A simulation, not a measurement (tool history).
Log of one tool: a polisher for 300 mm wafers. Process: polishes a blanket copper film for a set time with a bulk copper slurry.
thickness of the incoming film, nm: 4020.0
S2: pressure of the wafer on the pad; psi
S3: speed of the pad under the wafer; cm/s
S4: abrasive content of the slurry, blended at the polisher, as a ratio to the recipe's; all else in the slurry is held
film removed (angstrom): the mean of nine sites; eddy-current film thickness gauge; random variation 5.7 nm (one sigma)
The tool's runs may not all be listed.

{"run": 1, "hour": 0.0, "flow of slurry (ml/min)": 130, "S2": 2.4, "S3": 128, "S4": 1.0, "polishing time (s)": 123, "film removed (angstrom)": 10272.0}
{"run": 2, "hour": 1.8, "flow of slurry (ml/min)": 125, "S2": 2.3, "S3": 128, "S4": 1.0, "polishing time (s)": 123, "film removed (angstrom)": 9864.9}
{"run": 3, "hour": 2.9, "flow of slurry (ml/min)": 125, "S2": 2.3, "S3": 158, "S4": 1.0, "polishing time (s)": 123, "film removed (angstrom)": 11308.0}
{"run": 4, "hour": 4.7, "flow of slurry (ml/min)": 125, "S2": 2.3, "S3": 158, "S4": 1.15, "polishing time (s)": 123, "film removed (angstrom)": 11966.0}
{"hour": 8.9, "done": "slurry blender recalibrated"}
{"run": 5, "hour": 8.9, "flow of slurry (ml/min)": 145, "S2": 2.3, "S3": 158, "S4": 1.15, "polishing time (s)": 123, "film removed (angstrom)": 13504.0}
{"run": 6, "hour": 16.6, "flow of slurry (ml/min)": 145, "S2": 1.9, "S3": 158, "S4": 1.15, "polishing time (s)": 123, "film removed (angstrom)": 11140.0}
{"run": 7, "hour": 22.9, "flow of slurry (ml/min)": 130, "S2": 1.8, "S3": 158, "S4": 1.15, "polishing time (s)": 123, "film removed (angstrom)": 10561.0}

The next listed run, before its measurement:
{"run": 8, "hour": 28.7, "flow of slurry (ml/min)": 120, "S2": 1.7, "S3": 158, "S4": 1.15, "polishing time (s)": 123, "film removed (angstrom)": "?"}

film removed (angstrom): 9700.4
